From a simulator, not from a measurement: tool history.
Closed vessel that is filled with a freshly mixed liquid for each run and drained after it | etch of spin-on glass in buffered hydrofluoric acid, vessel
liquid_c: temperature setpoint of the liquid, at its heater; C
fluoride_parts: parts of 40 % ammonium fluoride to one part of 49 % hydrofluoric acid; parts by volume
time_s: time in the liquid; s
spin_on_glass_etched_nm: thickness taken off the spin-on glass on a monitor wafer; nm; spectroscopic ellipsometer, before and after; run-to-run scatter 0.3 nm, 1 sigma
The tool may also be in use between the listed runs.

run,hour,liquid_c,fluoride_parts,time_s,spin_on_glass_etched_nm
1,0.0,23.0,17.0,95,117.680
2,0.7,23.0,19.0,95,105.430
3,5.8,23.0,21.0,95,96.957
4,8.0,23.0,24.5,95,86.749
5,12.1,25.5,24.5,95,99.286
6,15.7,25.5,22.5,95,105.720
7,20.9,24.0,22.5,95,97.149

Expected results for the next run?
8,28.6,20.5,22.5,95,?

{"run 8": {"spin_on_glass_etched_nm": 80.269}}
